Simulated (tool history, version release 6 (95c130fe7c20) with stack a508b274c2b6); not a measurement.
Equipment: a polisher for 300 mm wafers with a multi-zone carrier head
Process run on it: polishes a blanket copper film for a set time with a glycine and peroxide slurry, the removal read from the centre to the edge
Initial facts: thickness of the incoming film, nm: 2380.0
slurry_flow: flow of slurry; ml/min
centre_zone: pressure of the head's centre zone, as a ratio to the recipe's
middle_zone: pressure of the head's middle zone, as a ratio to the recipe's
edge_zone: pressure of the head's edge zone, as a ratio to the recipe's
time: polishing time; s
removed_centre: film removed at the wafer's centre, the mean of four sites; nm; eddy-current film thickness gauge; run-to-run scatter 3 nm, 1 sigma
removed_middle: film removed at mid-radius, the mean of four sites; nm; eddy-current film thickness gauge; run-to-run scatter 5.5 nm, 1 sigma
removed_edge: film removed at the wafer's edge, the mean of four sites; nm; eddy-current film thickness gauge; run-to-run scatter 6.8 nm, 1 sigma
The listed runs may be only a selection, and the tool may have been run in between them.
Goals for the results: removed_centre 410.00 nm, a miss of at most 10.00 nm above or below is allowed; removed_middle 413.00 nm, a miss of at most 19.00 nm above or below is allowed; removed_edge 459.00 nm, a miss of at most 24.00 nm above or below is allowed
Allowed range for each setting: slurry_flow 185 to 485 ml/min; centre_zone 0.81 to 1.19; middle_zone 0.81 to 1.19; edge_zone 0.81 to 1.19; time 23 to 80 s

Run 1, day 0.000: slurry_flow 310 ml/min, centre_zone 1.00, middle_zone 1.00, edge_zone 1.00, time 51 s. Result: removed_centre 350.98 nm, removed_middle 339.03 nm, removed_edge 343.98 nm.
Run 2, day 0.200: slurry_flow 305 ml/min, centre_zone 0.99, middle_zone 1.00, edge_zone 1.05, time 54 s. Result: removed_centre 362.75 nm, removed_middle 354.20 nm, removed_edge 380.92 nm.
Run 3, day 0.271: slurry_flow 315 ml/min, centre_zone 1.00, middle_zone 1.03, edge_zone 1.09, time 55 s. Result: removed_centre 373.13 nm, removed_middle 370.37 nm, removed_edge 373.63 nm.
Run 4, day 0.538: slurry_flow 305 ml/min, centre_zone 0.99, middle_zone 1.02, edge_zone 1.09, time 57 s. Result: removed_centre 383.31 nm, removed_middle 385.68 nm, removed_edge 391.38 nm.
Run 5, day 0.904: slurry_flow 300 ml/min, centre_zone 0.98, middle_zone 1.00, edge_zone 1.10, time 59 s. Result: removed_centre 389.86 nm, removed_middle 388.10 nm, removed_edge 405.32 nm.
Run 6, day 1.162: slurry_flow 300 ml/min, centre_zone 0.95, middle_zone 1.00, edge_zone 1.10, time 59 s. Result: removed_centre 379.78 nm, removed_middle 385.32 nm, removed_edge 410.50 nm.
Run 7, day 1.512: slurry_flow 300 ml/min, centre_zone 0.94, middle_zone 0.99, edge_zone 1.11, time 61 s. Result: removed_centre 387.00 nm, removed_middle 395.03 nm, removed_edge 421.13 nm.
Run 8, day 1.642: slurry_flow 295 ml/min, centre_zone 0.94, middle_zone 0.98, edge_zone 1.12, time 62 s. Result: removed_centre 398.35 nm, removed_middle 393.12 nm, removed_edge 438.43 nm.

Below are 4 possible settings for the next run. Only one of them brings all results inside the allowed miss of their targets. Which is it?
Run A, day 1.771: slurry_flow 325 ml/min, centre_zone 0.93, middle_zone 0.96, edge_zone 1.15, time 61 s. Result: removed_centre ?, removed_middle ?, removed_edge ?.
Run B, day 1.771: slurry_flow 250 ml/min, centre_zone 0.88, middle_zone 0.81, edge_zone 1.10, time 66 s. Result: removed_centre ?, removed_middle ?, removed_edge ?.
Run C, day 1.771: slurry_flow 320 ml/min, centre_zone 0.92, middle_zone 0.93, edge_zone 1.11, time 65 s. Result: removed_centre ?, removed_middle ?, removed_edge ?.
Run D, day 1.771: slurry_flow 320 ml/min, centre_zone 0.97, middle_zone 0.86, edge_zone 1.15, time 63 s. Result: removed_centre ?, removed_middle ?, removed_edge ?.

move  removed_centre  removed_middle  removed_edge
   A          391.75          397.92        428.97
   B          392.57          380.16        450.57
   C          412.38          415.06        450.58
   D          421.43          382.79        443.15
A: further off than the last run
B: further off than the last run
C: meets every target
D: takes the biggest miss from the last run beyond its target
Go with C: it meets all targets.

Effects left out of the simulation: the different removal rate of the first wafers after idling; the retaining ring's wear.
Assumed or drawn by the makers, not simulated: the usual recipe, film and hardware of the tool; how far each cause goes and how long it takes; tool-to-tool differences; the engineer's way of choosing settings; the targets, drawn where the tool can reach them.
